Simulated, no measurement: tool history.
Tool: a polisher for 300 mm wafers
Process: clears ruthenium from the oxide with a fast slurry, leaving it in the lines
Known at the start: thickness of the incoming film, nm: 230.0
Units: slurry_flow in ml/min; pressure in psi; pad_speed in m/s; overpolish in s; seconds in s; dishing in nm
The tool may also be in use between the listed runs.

{"run": 1, "day": 0.0, "slurry_flow": 310, "pressure": 2.9, "pad_speed": 0.76, "slurry_solids": 1.0, "overpolish": 15, "seconds": 86.406, "dishing": 28.971}
{"run": 2, "day": 0.2, "slurry_flow": 310, "pressure": 3.2, "pad_speed": 0.76, "slurry_solids": 1.0, "overpolish": 15, "seconds": 76.586, "dishing": 32.781}
{"run": 3, "day": 0.342, "slurry_flow": 310, "pressure": 3.4, "pad_speed": 0.76, "slurry_solids": 1.0, "overpolish": 14, "seconds": 71.998, "dishing": 31.249}
{"run": 4, "day": 0.629, "slurry_flow": 310, "pressure": 3.4, "pad_speed": 0.82, "slurry_solids": 1.0, "overpolish": 14, "seconds": 66.378, "dishing": 33.504}
{"run": 5, "day": 0.862, "slurry_flow": 310, "pressure": 2.9, "pad_speed": 0.82, "slurry_solids": 1.0, "overpolish": 14, "seconds": 79.505, "dishing": 29.264}
{"run": 6, "day": 1.179, "slurry_flow": 310, "pressure": 3.1, "pad_speed": 0.82, "slurry_solids": 1.0, "overpolish": 14, "seconds": 76.157, "dishing": 30.708}
{"run": 7, "day": 1.312, "slurry_flow": 310, "pressure": 3.3, "pad_speed": 0.82, "slurry_solids": 1.0, "overpolish": 14, "seconds": 68.012, "dishing": 33.637}
{"run": 8, "day": 1.638, "slurry_flow": 310, "pressure": 3.6, "pad_speed": 0.82, "slurry_solids": 1.0, "overpolish": 13, "seconds": 62.631, "dishing": 32.165}

Run 9 comes next. What will it give?
{"run": 9, "day": 1.858, "slurry_flow": 310, "pressure": 3.6, "pad_speed": 0.82, "slurry_solids": 1.0, "overpolish": 14, "seconds": "?", "dishing": "?"}

seconds: 63.102 s
dishing: 35.281 nm
